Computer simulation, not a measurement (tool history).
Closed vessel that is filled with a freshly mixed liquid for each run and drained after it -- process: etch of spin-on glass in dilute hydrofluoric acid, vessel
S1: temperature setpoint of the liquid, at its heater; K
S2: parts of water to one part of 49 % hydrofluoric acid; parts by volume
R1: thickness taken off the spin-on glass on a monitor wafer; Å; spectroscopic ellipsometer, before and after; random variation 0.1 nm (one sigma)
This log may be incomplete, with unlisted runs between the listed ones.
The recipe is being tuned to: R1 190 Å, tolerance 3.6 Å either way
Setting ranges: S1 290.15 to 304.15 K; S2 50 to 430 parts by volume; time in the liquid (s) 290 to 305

run 1 hour=0 | S1=296.15 S2=240 time_in_the_liquid_(s)=290 | R1=255.9
run 2 hour=6.2 | S1=292.65 S2=240 time_in_the_liquid_(s)=290 | R1=224.32
run 3 hour=8.2 | S1=292.65 S2=240 time_in_the_liquid_(s)=305 | R1=235.7
run 4 hour=15.2 | S1=292.65 S2=190 time_in_the_liquid_(s)=305 | R1=314.99
run 5 hour=23 | S1=290.15 S2=190 time_in_the_liquid_(s)=305 | R1=284.32
run 6 hour=29.7 | S1=290.15 S2=125 time_in_the_liquid_(s)=305 | R1=457.36
run 7 hour=35.6 | S1=290.15 S2=160 time_in_the_liquid_(s)=305 | R1=346.7
run 8 hour=43.3 | S1=290.15 S2=160 time_in_the_liquid_(s)=305 | R1=345.18
run 9 hour=49.1 | S1=290.15 S2=185 time_in_the_liquid_(s)=305 | R1=294.24
run 10 hour=57.2 | S1=290.15 S2=205 time_in_the_liquid_(s)=305 | R1=257.94
run 11 hour=66.5 | S1=290.15 S2=215 time_in_the_liquid_(s)=305 | R1=245.81
run 12 hour=75.7 | S1=290.15 S2=225 time_in_the_liquid_(s)=305 | R1=231.28
run 13 hour=79.4 | S1=290.15 S2=235 time_in_the_liquid_(s)=305 | R1=219.36
run 14 hour=85.3 | S1=290.15 S2=235 time_in_the_liquid_(s)=305 | R1=220.1
run 15 hour=89.8 | S1=290.15 S2=270 time_in_the_liquid_(s)=305 | R1=183.4

Next run, 5 choices. One meets every target within its allowed miss, the rest don't. Which?
run A hour=94.3 | S1=291.65 S2=280 time_in_the_liquid_(s)=295 | R1=?
run B hour=94.3 | S1=290.15 S2=265 time_in_the_liquid_(s)=305 | R1=?
run C hour=94.3 | S1=292.65 S2=285 time_in_the_liquid_(s)=290 | R1=?
run D hour=94.3 | S1=291.15 S2=285 time_in_the_liquid_(s)=305 | R1=?
run E hour=94.3 | S1=291.65 S2=275 time_in_the_liquid_(s)=290 | R1=?

move=A R1=180.9
move=B R1=189.32
move=C R1=180.45
move=D R1=179.53
move=E R1=181.9
A: its largest miss is bigger than the last run's
B: all results in spec
C: its largest miss is bigger than the last run's
D: its largest miss is bigger than the last run's
E: its largest miss is bigger than the last run's
So the answer is move B, the one that meets all the targets.
